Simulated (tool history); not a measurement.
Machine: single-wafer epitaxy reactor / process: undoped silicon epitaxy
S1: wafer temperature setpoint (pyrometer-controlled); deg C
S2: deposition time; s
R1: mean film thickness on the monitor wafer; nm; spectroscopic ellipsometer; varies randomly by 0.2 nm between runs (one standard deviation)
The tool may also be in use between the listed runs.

Run 1, hour 0: S1 670 deg C, S2 270 s. Result: R1 74.345 nm.
Run 2, hour 8.9: S1 662 deg C, S2 269 s. Result: R1 61.934 nm.
Run 3, hour 10.8: S1 657 deg C, S2 269 s. Result: R1 55.547 nm.
Run 4, hour 13.5: S1 667 deg C, S2 269 s. Result: R1 69.205 nm.
Run 5, hour 14.2: S1 667 deg C, S2 235 s. Result: R1 60.496 nm.
Run 6, hour 19: S1 676 deg C, S2 235 s. Result: R1 73.623 nm.
Run 7, hour 27.6: S1 669 deg C, S2 234 s. Result: R1 63.111 nm.
Run 8, hour 34.1: S1 664 deg C, S2 234 s. Result: R1 56.461 nm.
Run 9, hour 41.4: S1 661 deg C, S2 234 s. Result: R1 52.882 nm.
Run 10, hour 48.7: S1 659 deg C, S2 234 s. Result: R1 50.098 nm.
Run 11, hour 54.9: S1 657 deg C, S2 234 s. Result: R1 47.705 nm.
Run 12, hour 58.4: S1 656 deg C, S2 234 s. Result: R1 46.705 nm.

What does the tool deliver on the next run?
Run 13, hour 61.3: S1 655 deg C, S2 234 s. Result: R1 ?.

For run 13 the tool returned R1 46.052 nm.
